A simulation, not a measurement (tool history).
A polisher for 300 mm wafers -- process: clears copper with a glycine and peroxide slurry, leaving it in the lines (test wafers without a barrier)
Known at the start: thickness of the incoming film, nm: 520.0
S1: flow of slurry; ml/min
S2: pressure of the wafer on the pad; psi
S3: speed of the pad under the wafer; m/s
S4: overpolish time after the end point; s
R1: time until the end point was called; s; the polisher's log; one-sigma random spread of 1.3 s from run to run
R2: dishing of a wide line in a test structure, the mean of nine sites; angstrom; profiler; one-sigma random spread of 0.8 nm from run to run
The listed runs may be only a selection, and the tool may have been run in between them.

run  hour   S1   S2    S3  S4      R1      R2
  1   0.0  175  3.2  1.00  27  81.684  701.04
  2   3.2  175  3.1  1.02  22  82.282  643.93
  3  11.0  210  3.1  1.02  22  77.577  638.65
  4  16.5  180  3.1  1.02  22  79.593  623.06
  5  25.0  180  2.9  1.02  20  82.841  575.58
  6  29.8  180  2.9  1.02  12  81.215  419.40
  7  35.1  180  2.9  1.00  14  83.686  472.38

Expected results for the next run?
  8  38.1  180  2.9  1.00  15   ?   ?

{"run 8": {"R1": 87.037, "R2": 478.92}}
